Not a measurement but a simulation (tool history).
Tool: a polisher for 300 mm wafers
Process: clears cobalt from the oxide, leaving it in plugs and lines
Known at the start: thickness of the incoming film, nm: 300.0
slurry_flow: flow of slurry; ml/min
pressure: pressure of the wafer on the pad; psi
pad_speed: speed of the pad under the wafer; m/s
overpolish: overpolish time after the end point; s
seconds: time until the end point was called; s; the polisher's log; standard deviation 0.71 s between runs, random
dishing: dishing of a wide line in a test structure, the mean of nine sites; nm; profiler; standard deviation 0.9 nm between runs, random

run	hour	slurry_flow	pressure	pad_speed	overpolish	seconds	dishing
1	0	310	2.4	0.88	26	50.105	42.089
2	3.2	310	2.4	0.88	15	49.921	36.936
3	10.3	385	2.4	0.88	15	49.902	36.26
4	14.1	380	2.3	0.88	20	51.863	39.946
5	22.5	380	2.2	0.88	22	54.856	39.815
6	27.2	380	2.2	0.88	24	53.86	41.953
7	31.4	380	2.1	0.88	25	56.024	40.805
8	39.7	380	2.1	0.88	27	57.09	40.415
9	41.3	380	2.1	0.88	30	57.458	43.132
10	41.9	380	2.1	0.88	31	57.108	42.694
11	45.3	380	2.1	0.88	32	57.671	43.099
12	51.6	380	2.1	0.88	32	56.702	41.9
13	56.1	380	2.1	0.88	34	57.23	42.052

Expected results for the next run?
14	64.2	375	2.1	0.88	36	?	?

seconds: 56.7 s
dishing: 42.272 nm
